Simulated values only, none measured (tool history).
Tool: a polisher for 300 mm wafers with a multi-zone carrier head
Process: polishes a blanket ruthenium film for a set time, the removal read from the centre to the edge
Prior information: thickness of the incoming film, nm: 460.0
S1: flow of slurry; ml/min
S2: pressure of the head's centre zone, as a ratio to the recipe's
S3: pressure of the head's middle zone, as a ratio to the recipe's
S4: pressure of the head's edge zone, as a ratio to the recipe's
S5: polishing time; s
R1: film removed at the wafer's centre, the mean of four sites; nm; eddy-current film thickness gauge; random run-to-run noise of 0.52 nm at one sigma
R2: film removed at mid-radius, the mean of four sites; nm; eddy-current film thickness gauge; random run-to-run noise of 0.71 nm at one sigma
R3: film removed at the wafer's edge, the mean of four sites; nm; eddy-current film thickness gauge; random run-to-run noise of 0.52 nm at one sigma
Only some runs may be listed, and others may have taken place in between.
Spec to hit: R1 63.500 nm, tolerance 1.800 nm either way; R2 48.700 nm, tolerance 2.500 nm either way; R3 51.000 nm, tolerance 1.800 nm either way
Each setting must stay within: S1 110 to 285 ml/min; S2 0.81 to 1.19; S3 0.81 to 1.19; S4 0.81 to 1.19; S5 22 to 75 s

run    day   S1    S2    S3    S4  S5      R1      R2      R3
  1  0.000  180  1.00  1.00  1.00  48  50.142  49.725  49.598
  2  0.042  185  1.02  0.99  1.00  48  51.713  50.112  49.847
  3  0.229  185  1.02  0.99  0.93  48  51.570  48.304  48.737
  4  0.512  190  1.03  0.98  0.93  48  52.110  49.862  47.688
  5  0.746  170  1.03  0.98  0.93  48  50.854  48.140  47.513
  6  0.867  170  1.03  0.98  0.93  58  61.202  58.537  56.920
  7  1.229  170  1.04  0.96  0.92  58  61.906  57.037  56.571
  8  1.458  170  1.05  0.95  0.91  58  62.217  57.932  55.957
  9  1.817  165  1.07  0.93  0.92  58  63.786  54.735  56.941
 10  2.158  165  1.08  0.93  0.91  58  63.811  55.419  56.244
 11  2.329  165  1.09  0.92  0.90  58  64.709  54.440  57.274
 12  2.642  165  1.10  0.92  0.89  57  65.076  54.771  55.259
 13  2.696  160  1.10  0.91  0.88  57  64.136  52.167  54.535
 14  2.804  160  1.10  0.91  0.87  57  63.954  53.057  53.786
 15  3.092  160  1.10  0.90  0.87  57  64.035  54.212  52.887
 16  3.121  160  1.10  0.89  0.87  57  63.788  51.864  54.308
 17  3.312  160  1.10  0.89  0.86  57  63.625  51.594  53.512
 18  3.542  160  1.10  0.89  0.85  57  63.032  51.104  54.794
 19  3.817  160  1.11  0.89  0.85  57  64.583  50.883  54.077

Next run, 4 choices. One meets every target within its allowed miss, the rest don't. Which?
  A  4.092  170  1.13  0.96  0.84  54   ?   ?   ?
  B  4.092  130  1.15  0.98  0.82  57   ?   ?   ?
  C  4.092  210  1.11  0.84  0.81  53   ?   ?   ?
  D  4.092  125  1.19  1.00  0.81  58   ?   ?   ?

move      R1      R2      R3
   A  63.417  51.915  50.506
   B  63.731  52.525  50.550
   C  63.530  47.360  50.141
   D  66.339  53.774  50.779
A: corrects the largest miss of the last run, while another result sits out of spec
B: corrects the largest miss of the last run, while another result sits out of spec
C: every result within its allowed miss
D: corrects the largest miss of the last run, while another result sits out of spec
Answer: C

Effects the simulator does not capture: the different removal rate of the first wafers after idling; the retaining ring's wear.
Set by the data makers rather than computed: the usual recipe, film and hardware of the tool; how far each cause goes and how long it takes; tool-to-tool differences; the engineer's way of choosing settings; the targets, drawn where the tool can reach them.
